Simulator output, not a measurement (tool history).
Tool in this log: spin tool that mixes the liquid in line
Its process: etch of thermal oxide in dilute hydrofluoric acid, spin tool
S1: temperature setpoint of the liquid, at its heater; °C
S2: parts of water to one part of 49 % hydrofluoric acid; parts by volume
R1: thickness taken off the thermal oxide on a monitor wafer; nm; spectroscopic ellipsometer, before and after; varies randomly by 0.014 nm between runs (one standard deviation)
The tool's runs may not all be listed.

Run 1, hour 0: S1 21 °C, S2 285 parts by volume, time under the liquid (s) 95. Result: R1 1.0624 nm.
Run 2, hour 7.4: S1 21 °C, S2 285 parts by volume, time under the liquid (s) 75. Result: R1 0.83367 nm.
Run 3, hour 8.4: S1 22 °C, S2 280 parts by volume, time under the liquid (s) 75. Result: R1 0.8808 nm.
Run 4, hour 9.2: S1 22 °C, S2 265 parts by volume, time under the liquid (s) 75. Result: R1 0.96327 nm.
Run 5, hour 14.4: S1 20.5 °C, S2 265 parts by volume, time under the liquid (s) 75. Result: R1 0.90519 nm.
Run 6, hour 18: S1 21.5 °C, S2 260 parts by volume, time under the liquid (s) 75. Result: R1 0.9637 nm.
Run 7, hour 24.9: S1 22.5 °C, S2 255 parts by volume, time under the liquid (s) 75. Result: R1 1.0302 nm.
Run 8, hour 26.5: S1 22.5 °C, S2 255 parts by volume, time under the liquid (s) 75. Result: R1 1.0227 nm.
Run 9, hour 32.6: S1 23.5 °C, S2 250 parts by volume, time under the liquid (s) 75. Result: R1 1.0978 nm.
Run 10, hour 36.2: S1 24 °C, S2 250 parts by volume, time under the liquid (s) 75. Result: R1 1.1142 nm.
Run 11, hour 43.4: S1 24.5 °C, S2 250 parts by volume, time under the liquid (s) 75. Result: R1 1.1267 nm.
Run 12, hour 48.7: S1 25 °C, S2 250 parts by volume, time under the liquid (s) 75. Result: R1 1.1571 nm.
Run 13, hour 56.9: S1 25.5 °C, S2 250 parts by volume, time under the liquid (s) 75. Result: R1 1.178 nm.

Run 14 is up next; what results do you expect?
Run 14, hour 59.3: S1 26 °C, S2 250 parts by volume, time under the liquid (s) 75. Result: R1 ?.

R1: 1.205 nm

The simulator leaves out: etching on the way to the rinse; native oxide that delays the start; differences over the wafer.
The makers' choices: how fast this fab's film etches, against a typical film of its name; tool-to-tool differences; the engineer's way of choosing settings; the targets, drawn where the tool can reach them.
